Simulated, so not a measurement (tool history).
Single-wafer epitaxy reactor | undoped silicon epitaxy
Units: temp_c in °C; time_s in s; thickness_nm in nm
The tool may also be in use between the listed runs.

{"run": 1, "hour": 0.0, "temp_c": 660, "time_s": 364, "thickness_nm": 80.218}
{"run": 2, "hour": 2.7, "temp_c": 666, "time_s": 365, "thickness_nm": 90.307}
{"run": 3, "hour": 3.9, "temp_c": 671, "time_s": 366, "thickness_nm": 99.037}
{"run": 4, "hour": 5.0, "temp_c": 675, "time_s": 367, "thickness_nm": 107.05}
{"run": 5, "hour": 14.0, "temp_c": 665, "time_s": 367, "thickness_nm": 88.896}
{"run": 6, "hour": 19.5, "temp_c": 665, "time_s": 323, "thickness_nm": 78.364}
{"run": 7, "hour": 22.9, "temp_c": 671, "time_s": 336, "thickness_nm": 90.86}
{"run": 8, "hour": 29.0, "temp_c": 671, "time_s": 336, "thickness_nm": 90.791}

Run 9 comes next. What will it give?
{"run": 9, "hour": 32.7, "temp_c": 675, "time_s": 345, "thickness_nm": "?"}

{"run 9": {"thickness_nm": 100.49}}

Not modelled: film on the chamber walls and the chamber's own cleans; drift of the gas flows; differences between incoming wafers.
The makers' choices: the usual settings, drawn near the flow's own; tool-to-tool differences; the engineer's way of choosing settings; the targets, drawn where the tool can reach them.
